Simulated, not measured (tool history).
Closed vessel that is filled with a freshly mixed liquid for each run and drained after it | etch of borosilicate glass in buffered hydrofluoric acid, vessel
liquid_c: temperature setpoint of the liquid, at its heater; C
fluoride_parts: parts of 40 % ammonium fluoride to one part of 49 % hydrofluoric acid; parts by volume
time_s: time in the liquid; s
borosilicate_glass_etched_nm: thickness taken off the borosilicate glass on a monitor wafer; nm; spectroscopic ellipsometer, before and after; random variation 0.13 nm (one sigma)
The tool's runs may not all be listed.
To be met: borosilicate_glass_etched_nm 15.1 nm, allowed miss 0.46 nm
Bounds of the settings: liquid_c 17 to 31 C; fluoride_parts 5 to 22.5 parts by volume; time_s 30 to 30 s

{"run": 1, "hour": 0.0, "liquid_c": 23, "fluoride_parts": 13.5, "time_s": 30, "borosilicate_glass_etched_nm": 25.783}
{"run": 2, "hour": 1.2, "liquid_c": 21.5, "fluoride_parts": 14.5, "time_s": 30, "borosilicate_glass_etched_nm": 22.246}
{"run": 3, "hour": 6.1, "liquid_c": 20, "fluoride_parts": 15, "time_s": 30, "borosilicate_glass_etched_nm": 19.847}
{"run": 4, "hour": 10.0, "liquid_c": 22, "fluoride_parts": 15, "time_s": 30, "borosilicate_glass_etched_nm": 22.091}
{"run": 5, "hour": 11.2, "liquid_c": 20.5, "fluoride_parts": 15.5, "time_s": 30, "borosilicate_glass_etched_nm": 19.577}
{"run": 6, "hour": 14.5, "liquid_c": 19.5, "fluoride_parts": 16, "time_s": 30, "borosilicate_glass_etched_nm": 17.783}
{"run": 7, "hour": 16.9, "liquid_c": 19, "fluoride_parts": 16, "time_s": 30, "borosilicate_glass_etched_nm": 17.668}
{"run": 8, "hour": 21.7, "liquid_c": 18.5, "fluoride_parts": 16.5, "time_s": 30, "borosilicate_glass_etched_nm": 16.434}
{"run": 9, "hour": 22.8, "liquid_c": 18, "fluoride_parts": 16.5, "time_s": 30, "borosilicate_glass_etched_nm": 15.897}
{"run": 10, "hour": 29.1, "liquid_c": 17.5, "fluoride_parts": 16.5, "time_s": 30, "borosilicate_glass_etched_nm": 15.8}

4 next moves are on the table. One of them brings every result within its allowed miss. Which?
{"run": "A", "hour": 35.4, "liquid_c": 21.5, "fluoride_parts": 20, "time_s": 30, "borosilicate_glass_etched_nm": "?"}
{"run": "B", "hour": 35.4, "liquid_c": 17.5, "fluoride_parts": 17, "time_s": 30, "borosilicate_glass_etched_nm": "?"}
{"run": "C", "hour": 35.4, "liquid_c": 18, "fluoride_parts": 19, "time_s": 30, "borosilicate_glass_etched_nm": "?"}
{"run": "D", "hour": 35.4, "liquid_c": 17, "fluoride_parts": 15.5, "time_s": 30, "borosilicate_glass_etched_nm": "?"}

move=A borosilicate_glass_etched_nm=16.165
move=B borosilicate_glass_etched_nm=15.234
move=C borosilicate_glass_etched_nm=14.024
move=D borosilicate_glass_etched_nm=16.239
A: further off than the last run
B: meets every target
C: takes the result that was furthest off past its target
D: further off than the last run
Move B is the one to make.
